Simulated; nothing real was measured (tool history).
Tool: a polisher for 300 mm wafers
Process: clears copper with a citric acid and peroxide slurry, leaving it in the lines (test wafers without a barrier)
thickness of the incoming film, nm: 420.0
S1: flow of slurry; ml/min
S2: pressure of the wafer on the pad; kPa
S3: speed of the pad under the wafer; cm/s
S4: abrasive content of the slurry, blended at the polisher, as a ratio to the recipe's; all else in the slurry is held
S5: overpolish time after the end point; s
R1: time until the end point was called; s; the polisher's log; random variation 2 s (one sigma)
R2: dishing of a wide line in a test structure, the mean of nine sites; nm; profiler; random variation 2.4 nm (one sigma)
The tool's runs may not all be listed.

run,hour,S1,S2,S3,S4,S5,R1,R2
1,0,285,26.9,136,1,26,113.45,70.349
2,5.5,285,26.9,108,1,26,140.59,59.755
3,8,340,26.9,108,1,26,138.52,58.994
4,16.5,340,26.9,108,1,33,135.37,72.062
5,20.5,340,28.3,108,1,34,132.28,74.473
6,29.4,285,28.3,108,1,34,133.77,75.735
7,36.3,285,29.6,108,1,35,127.48,78.472
8,38.5,285,30.3,108,1,36,124.33,80.53
9,47.3,285,31,110,1,37,125.1,87.034

Run 10 comes next. What will it give?
10,52,285,32.4,110,1,37,?,?

Run 10 gave R1 119.08 s, R2 87.192 nm.
